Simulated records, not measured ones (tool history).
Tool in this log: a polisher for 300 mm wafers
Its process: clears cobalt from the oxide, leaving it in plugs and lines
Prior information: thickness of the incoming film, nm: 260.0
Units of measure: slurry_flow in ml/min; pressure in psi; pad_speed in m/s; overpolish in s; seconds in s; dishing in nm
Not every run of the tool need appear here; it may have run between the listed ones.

| run | hour | slurry_flow | pressure | pad_speed | overpolish | seconds | dishing |
|---|---|---|---|---|---|---|---|
| 1 | 0.0 | 225 | 1.2 | 0.82 | 15 | 99.811 | 32.723 |
| 2 | 5.4 | 195 | 1.2 | 0.82 | 15 | 101.840 | 31.728 |
| 3 | 12.8 | 195 | 1.2 | 0.68 | 15 | 121.820 | 27.492 |
| 4 | 18.3 | 195 | 1.2 | 0.84 | 15 | 99.605 | 32.328 |
| 5 | 22.9 | 195 | 1.4 | 0.84 | 15 | 82.627 | 36.347 |
| 6 | 29.7 | 195 | 1.3 | 0.82 | 14 | 95.008 | 31.531 |
| 7 | 31.8 | 200 | 1.2 | 0.82 | 13 | 101.020 | 28.361 |
| 8 | 34.2 | 200 | 0.9 | 0.80 | 11 | 138.140 | 18.945 |

Expected results for the next run?
| 9 | 40.9 | 205 | 1.0 | 0.80 | 13 | ? | ? |

Run 9 produced seconds 120.440 s, dishing 24.519 nm.
